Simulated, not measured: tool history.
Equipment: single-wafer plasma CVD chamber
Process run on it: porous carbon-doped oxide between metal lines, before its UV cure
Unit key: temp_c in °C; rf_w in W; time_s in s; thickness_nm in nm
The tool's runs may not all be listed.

| run | hour | temp_c | rf_w | time_s | thickness_nm |
|---|---|---|---|---|---|
| 1 | 0 | 310 | 550 | 19.7 | 119.95 |
| 2 | 4.3 | 318 | 550 | 19.7 | 116.41 |
| 3 | 10.2 | 313 | 550 | 19.7 | 118.94 |
| 4 | 15.4 | 313 | 550 | 19.7 | 117.93 |
| 5 | 20.5 | 311 | 560 | 19.7 | 121.35 |
| 6 | 24.6 | 309 | 565 | 19.7 | 122.63 |
| 7 | 31.1 | 308 | 570 | 19.7 | 123.97 |

Forecast run 8:
| 8 | 34.6 | 307 | 575 | 19.7 | ? |

{"run 8": {"thickness_nm": 125.34}}
